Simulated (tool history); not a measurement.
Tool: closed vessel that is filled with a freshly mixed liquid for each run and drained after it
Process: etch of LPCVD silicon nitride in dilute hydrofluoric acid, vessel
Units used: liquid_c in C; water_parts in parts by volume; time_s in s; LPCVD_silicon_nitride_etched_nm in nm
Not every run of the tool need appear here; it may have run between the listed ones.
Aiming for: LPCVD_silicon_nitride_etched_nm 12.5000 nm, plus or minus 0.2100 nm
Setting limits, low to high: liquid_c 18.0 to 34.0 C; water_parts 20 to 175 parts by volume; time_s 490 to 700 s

run  hour  liquid_c  water_parts  time_s  LPCVD_silicon_nitride_etched_nm
  1   0.0      26.0           95     700                           4.1631
  2   8.6      28.0           80     700                           5.6362
  3  14.9      26.0           80     700                           4.9497
  4  19.0      28.0           70     700                           6.3944
  5  28.7      29.5           65     700                           7.6946
  6  36.5      29.5           50     700                           9.9242
  7  41.2      29.5           50     700                           9.8407
  8  50.6      33.5           50     700                          12.7500

Next run, 5 choices. One meets every target within its allowed miss, the rest don't. Which?
  A  60.0      34.0           50     665                                ?
  B  60.0      34.0           50     685                                ?
  C  60.0      34.0           50     690                                ?
  D  60.0      32.5           45     695                                ?
  E  60.0      33.0           45     660                                ?

move  LPCVD_silicon_nitride_etched_nm
   A                          12.5410
   B                          12.9180
   C                          13.0120
   D                          13.2260
   E                          12.9680
A: every result lands within tolerance
B: moves away from the targets compared with the last run
C: moves away from the targets compared with the last run
D: moves away from the targets compared with the last run
E: moves away from the targets compared with the last run
Go with A: it meets all targets.
